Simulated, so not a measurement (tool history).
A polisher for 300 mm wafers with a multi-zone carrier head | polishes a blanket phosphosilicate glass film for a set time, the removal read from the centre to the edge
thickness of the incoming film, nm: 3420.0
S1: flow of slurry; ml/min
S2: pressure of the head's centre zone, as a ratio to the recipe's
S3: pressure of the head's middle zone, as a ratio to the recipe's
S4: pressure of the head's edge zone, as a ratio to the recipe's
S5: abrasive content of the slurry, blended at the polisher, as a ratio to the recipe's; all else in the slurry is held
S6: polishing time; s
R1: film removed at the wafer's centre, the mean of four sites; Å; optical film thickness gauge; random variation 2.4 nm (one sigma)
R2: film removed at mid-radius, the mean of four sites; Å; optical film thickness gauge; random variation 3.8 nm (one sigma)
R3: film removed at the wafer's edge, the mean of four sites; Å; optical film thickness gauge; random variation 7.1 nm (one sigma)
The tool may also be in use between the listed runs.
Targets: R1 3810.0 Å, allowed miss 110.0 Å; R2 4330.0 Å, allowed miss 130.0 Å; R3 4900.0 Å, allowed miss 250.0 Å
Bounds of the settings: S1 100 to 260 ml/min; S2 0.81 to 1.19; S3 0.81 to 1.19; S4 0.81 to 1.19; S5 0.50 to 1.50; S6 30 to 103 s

run	hour	S1	S2	S3	S4	S5	S6	R1	R2	R3
1	0.0	165	1.00	1.00	1.00	1.00	66	6970.9	6814.6	7000.6
2	1.3	165	1.06	1.00	1.00	1.00	66	7307.2	6902.1	7073.3
3	7.0	165	1.06	1.04	1.00	1.00	66	7365.0	7092.0	6980.7
4	9.1	165	1.00	1.04	1.00	1.00	66	6910.7	7003.7	6894.0
5	14.8	155	0.97	1.03	1.02	0.90	65	6083.3	6412.1	6362.6
6	16.4	155	0.97	1.06	1.02	0.90	65	6078.6	6515.2	6372.0
7	22.9	105	0.87	0.96	1.08	0.65	59	3419.7	3837.8	4225.0
8	29.5	115	0.87	0.96	1.10	0.65	59	3520.7	3936.5	4416.2
9	35.1	120	0.87	0.96	1.11	0.65	59	3581.8	4010.7	4585.0
10	39.9	125	0.87	0.96	1.11	0.65	59	3605.9	4096.4	4477.7
11	48.9	125	0.87	0.96	1.12	0.65	59	3622.0	4099.8	4583.6
12	51.7	130	0.87	0.96	1.13	0.65	59	3665.9	4167.9	4663.1
13	59.3	130	0.87	0.96	1.13	0.65	59	3698.1	4065.1	4582.2
14	62.8	130	0.86	0.97	1.14	0.65	59	3623.8	4146.1	4523.4
15	71.3	130	0.86	0.96	1.15	0.65	59	3653.2	4093.5	4538.5

5 next moves are on the table. One of them brings every result within its allowed miss. Which?
A	79.8	170	0.95	1.09	1.17	0.65	51	?	?	?
B	79.8	160	0.95	1.12	1.19	0.85	43	?	?	?
C	79.8	190	0.84	0.93	1.18	0.60	63	?	?	?
D	79.8	195	1.05	1.04	1.19	0.95	37	?	?	?
E	79.8	105	0.82	1.05	1.16	0.70	61	?	?	?

move	R1	R2	R3
A	3700.6	4170.1	4130.3
B	3817.1	4390.0	4307.0
C	3815.0	4363.1	4813.3
D	4061.0	3991.8	4091.3
E	3555.5	4609.9	4839.0
A: further off than the last run
B: brings the result that was furthest off to its target, and leaves another outside
C: meets every target
D: further off than the last run
E: takes the result that was furthest off past its target
Move C is the one to make.
